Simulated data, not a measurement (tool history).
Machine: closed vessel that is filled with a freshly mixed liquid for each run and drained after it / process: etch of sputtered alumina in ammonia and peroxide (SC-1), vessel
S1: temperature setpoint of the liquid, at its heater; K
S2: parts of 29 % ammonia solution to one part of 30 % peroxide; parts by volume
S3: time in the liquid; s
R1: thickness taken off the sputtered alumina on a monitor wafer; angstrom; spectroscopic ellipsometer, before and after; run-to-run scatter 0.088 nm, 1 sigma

| run | hour | S1 | S2 | S3 | R1 |
|---|---|---|---|---|---|
| 1 | 0.0 | 322.15 | 0.55 | 250 | 160.78 |
| 2 | 2.2 | 322.15 | 0.55 | 250 | 160.35 |
| 3 | 10.4 | 322.15 | 0.70 | 250 | 163.17 |
| 4 | 15.7 | 323.15 | 0.70 | 250 | 175.24 |
| 5 | 18.7 | 323.15 | 0.80 | 250 | 177.85 |
| 6 | 25.3 | 323.65 | 0.80 | 250 | 180.56 |
| 7 | 27.0 | 324.15 | 0.80 | 250 | 184.81 |

Predict the results of run 8:
| 8 | 31.9 | 326.15 | 0.80 | 250 | ? |

R1: 208.51 angstrom

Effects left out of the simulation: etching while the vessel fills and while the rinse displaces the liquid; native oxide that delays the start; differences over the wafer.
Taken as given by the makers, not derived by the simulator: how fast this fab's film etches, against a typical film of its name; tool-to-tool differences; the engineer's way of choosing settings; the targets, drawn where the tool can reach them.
